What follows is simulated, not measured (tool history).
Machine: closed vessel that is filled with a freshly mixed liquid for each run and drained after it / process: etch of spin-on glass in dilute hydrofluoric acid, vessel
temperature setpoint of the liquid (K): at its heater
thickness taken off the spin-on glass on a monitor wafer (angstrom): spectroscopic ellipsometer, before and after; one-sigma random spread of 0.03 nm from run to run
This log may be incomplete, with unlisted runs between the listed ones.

run  hour  temperature setpoint of the liquid (K)  parts of water to one part of 49 % hydrofluoric acid (parts by volume)  time in the liquid (s)  thickness taken off the spin-on glass on a monitor wafer (angstrom)
  1   0.0                                  296.15                                                                     275                     115                                                              138.080
  2   7.8                                  294.65                                                                     285                     115                                                              124.510
  3  16.5                                  293.65                                                                     290                     115                                                              118.020
  4  21.7                                  293.65                                                                     380                     115                                                               82.877
  5  22.5                                  293.65                                                                     380                     115                                                               82.665
  6  29.0                                  293.65                                                                     475                     115                                                               61.552
  7  35.5                                  297.65                                                                     425                     115                                                               81.588
  8  39.3                                  297.65                                                                     425                     115                                                               81.816

Run 9 has not been measured yet. What should we expect?
  9  42.2                                  299.15                                                                     425                     115                                                                    ?

Logged for run 9: thickness taken off the spin-on glass on a monitor wafer (angstrom) 85.752.
